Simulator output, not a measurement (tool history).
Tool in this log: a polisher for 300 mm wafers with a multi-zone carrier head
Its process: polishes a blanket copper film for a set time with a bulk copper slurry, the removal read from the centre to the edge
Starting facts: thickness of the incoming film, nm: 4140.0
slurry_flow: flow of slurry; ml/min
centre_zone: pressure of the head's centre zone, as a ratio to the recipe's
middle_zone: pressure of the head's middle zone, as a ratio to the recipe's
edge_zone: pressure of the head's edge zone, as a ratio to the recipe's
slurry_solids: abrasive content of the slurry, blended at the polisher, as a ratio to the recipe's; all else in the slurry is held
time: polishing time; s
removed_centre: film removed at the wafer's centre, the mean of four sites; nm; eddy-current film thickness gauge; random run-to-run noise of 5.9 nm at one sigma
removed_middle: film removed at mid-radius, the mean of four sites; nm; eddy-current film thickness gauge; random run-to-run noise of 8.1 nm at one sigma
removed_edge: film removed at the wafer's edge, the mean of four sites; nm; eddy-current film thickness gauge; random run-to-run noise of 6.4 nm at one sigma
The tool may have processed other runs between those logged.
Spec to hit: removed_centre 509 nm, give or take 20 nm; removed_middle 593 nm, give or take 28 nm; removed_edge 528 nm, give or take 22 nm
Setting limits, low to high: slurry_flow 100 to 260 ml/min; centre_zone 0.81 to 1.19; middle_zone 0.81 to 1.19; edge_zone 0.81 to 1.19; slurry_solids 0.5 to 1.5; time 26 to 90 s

{"run": 1, "hour": 0.0, "slurry_flow": 165, "centre_zone": 1, "middle_zone": 1, "edge_zone": 1, "slurry_solids": 1, "time": 58, "removed_centre": 886.32, "removed_middle": 817.61, "removed_edge": 804.67}
{"run": 2, "hour": 5.6, "slurry_flow": 145, "centre_zone": 1, "middle_zone": 1, "edge_zone": 1, "slurry_solids": 1, "time": 58, "removed_centre": 865.48, "removed_middle": 776, "removed_edge": 793.37}
{"run": 3, "hour": 9.4, "slurry_flow": 145, "centre_zone": 1, "middle_zone": 1, "edge_zone": 0.93, "slurry_solids": 1, "time": 58, "removed_centre": 838.75, "removed_middle": 797.86, "removed_edge": 771.57}
{"run": 4, "hour": 12.3, "slurry_flow": 145, "centre_zone": 1, "middle_zone": 1.04, "edge_zone": 0.93, "slurry_solids": 1, "time": 58, "removed_centre": 854.76, "removed_middle": 830.37, "removed_edge": 781.28}
{"run": 5, "hour": 18.5, "slurry_flow": 145, "centre_zone": 1, "middle_zone": 1.04, "edge_zone": 0.98, "slurry_solids": 1, "time": 58, "removed_centre": 851.65, "removed_middle": 814.53, "removed_edge": 789.47}
{"run": 6, "hour": 19.9, "slurry_flow": 145, "centre_zone": 0.98, "middle_zone": 1.04, "edge_zone": 0.97, "slurry_solids": 0.9, "time": 55, "removed_centre": 778.65, "removed_middle": 764.75, "removed_edge": 738.25}
{"run": 7, "hour": 27.2, "slurry_flow": 150, "centre_zone": 0.96, "middle_zone": 1.04, "edge_zone": 0.95, "slurry_solids": 0.85, "time": 52, "removed_centre": 720.96, "removed_middle": 710.98, "removed_edge": 689.61}
{"run": 8, "hour": 28.8, "slurry_flow": 150, "centre_zone": 0.94, "middle_zone": 1.06, "edge_zone": 0.93, "slurry_solids": 0.8, "time": 50, "removed_centre": 669.02, "removed_middle": 676.82, "removed_edge": 646.03}
{"hour": 37.5, "done": "centre zone pressure recalibrated"}
{"run": 9, "hour": 37.5, "slurry_flow": 150, "centre_zone": 0.92, "middle_zone": 1.07, "edge_zone": 0.92, "slurry_solids": 0.75, "time": 49, "removed_centre": 573.57, "removed_middle": 665.77, "removed_edge": 619.35}
{"run": 10, "hour": 46.3, "slurry_flow": 155, "centre_zone": 0.92, "middle_zone": 1.07, "edge_zone": 0.91, "slurry_solids": 0.7, "time": 48, "removed_centre": 570.82, "removed_middle": 652.62, "removed_edge": 597.96}
{"run": 11, "hour": 52.2, "slurry_flow": 155, "centre_zone": 0.92, "middle_zone": 1.07, "edge_zone": 0.9, "slurry_solids": 0.65, "time": 48, "removed_centre": 559.28, "removed_middle": 647.71, "removed_edge": 592.38}
{"run": 12, "hour": 53.6, "slurry_flow": 155, "centre_zone": 0.92, "middle_zone": 1.07, "edge_zone": 0.89, "slurry_solids": 0.65, "time": 47, "removed_centre": 540.55, "removed_middle": 638.61, "removed_edge": 583.7}
{"run": 13, "hour": 57.1, "slurry_flow": 135, "centre_zone": 0.95, "middle_zone": 1.07, "edge_zone": 0.81, "slurry_solids": 0.5, "time": 45, "removed_centre": 502.07, "removed_middle": 548.78, "removed_edge": 500.07}

5 next moves are on the table. One of them brings every result within its allowed miss. Which?
{"run": "A", "hour": 60.6, "slurry_flow": 145, "centre_zone": 0.93, "middle_zone": 1.15, "edge_zone": 0.81, "slurry_solids": 0.55, "time": 42, "removed_centre": "?", "removed_middle": "?", "removed_edge": "?"}
{"run": "B", "hour": 60.6, "slurry_flow": 135, "centre_zone": 0.84, "middle_zone": 1.08, "edge_zone": 0.86, "slurry_solids": 0.6, "time": 46, "removed_centre": "?", "removed_middle": "?", "removed_edge": "?"}
{"run": "C", "hour": 60.6, "slurry_flow": 150, "centre_zone": 0.98, "middle_zone": 1.06, "edge_zone": 0.84, "slurry_solids": 0.7, "time": 38, "removed_centre": "?", "removed_middle": "?", "removed_edge": "?"}
{"run": "D", "hour": 60.6, "slurry_flow": 120, "centre_zone": 1.09, "middle_zone": 1.09, "edge_zone": 0.81, "slurry_solids": 0.8, "time": 39, "removed_centre": "?", "removed_middle": "?", "removed_edge": "?"}
{"run": "E", "hour": 60.6, "slurry_flow": 160, "centre_zone": 0.92, "middle_zone": 1.09, "edge_zone": 0.86, "slurry_solids": 0.6, "time": 44, "removed_centre": "?", "removed_middle": "?", "removed_edge": "?"}

move=A removed_centre=477.91 removed_middle=579.37 removed_edge=478.39
move=B removed_centre=470.12 removed_middle=600.27 removed_edge=534.27
move=C removed_centre=478.55 removed_middle=512.88 removed_edge=458.19
move=D removed_centre=526.45 removed_middle=522.52 removed_edge=458.89
move=E removed_centre=514.04 removed_middle=600.35 removed_edge=524.69
A: brings the result that was furthest off to its target, and leaves another outside
B: brings the result that was furthest off to its target, and leaves another outside
C: moves away from the targets compared with the last run
D: moves away from the targets compared with the last run
E: every result within its allowed miss
The move that meets every target is E.
